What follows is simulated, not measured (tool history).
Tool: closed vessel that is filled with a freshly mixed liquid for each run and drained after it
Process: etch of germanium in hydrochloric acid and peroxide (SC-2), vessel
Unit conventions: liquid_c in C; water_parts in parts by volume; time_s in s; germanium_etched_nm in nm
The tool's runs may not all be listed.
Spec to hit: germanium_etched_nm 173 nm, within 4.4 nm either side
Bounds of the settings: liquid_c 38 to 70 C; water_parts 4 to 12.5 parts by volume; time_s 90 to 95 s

run 1 hour=0 | liquid_c=54 water_parts=7 time_s=90 | germanium_etched_nm=231.63
run 2 hour=5.3 | liquid_c=52 water_parts=7 time_s=90 | germanium_etched_nm=216.88
run 3 hour=12.9 | liquid_c=52 water_parts=9 time_s=90 | germanium_etched_nm=214.45
run 4 hour=20.1 | liquid_c=50.5 water_parts=9 time_s=90 | germanium_etched_nm=204.7
run 5 hour=21.7 | liquid_c=49.5 water_parts=9 time_s=90 | germanium_etched_nm=199.74
run 6 hour=29.3 | liquid_c=48.5 water_parts=9 time_s=90 | germanium_etched_nm=193.29
run 7 hour=37.8 | liquid_c=47.5 water_parts=9 time_s=90 | germanium_etched_nm=186.42
run 8 hour=43.5 | liquid_c=47 water_parts=9 time_s=90 | germanium_etched_nm=183.42
run 9 hour=47 | liquid_c=46.5 water_parts=9 time_s=90 | germanium_etched_nm=180.17

Exactly one of the 4 candidate moves below puts every result within its allowed miss. Which one?
run A hour=50.5 | liquid_c=46.5 water_parts=8.5 time_s=90 | germanium_etched_nm=?
run B hour=50.5 | liquid_c=46 water_parts=7.5 time_s=90 | germanium_etched_nm=?
run C hour=50.5 | liquid_c=45.5 water_parts=9 time_s=90 | germanium_etched_nm=?
run D hour=50.5 | liquid_c=45 water_parts=8 time_s=95 | germanium_etched_nm=?

move=A germanium_etched_nm=180.58
move=B germanium_etched_nm=179.14
move=C germanium_etched_nm=174.11
move=D germanium_etched_nm=182.33
A: its largest miss is bigger than the last run's
B: closes in on the targets versus the last run, not all within tolerance yet
C: in spec on every target
D: its largest miss is bigger than the last run's
Move C is the one to make.
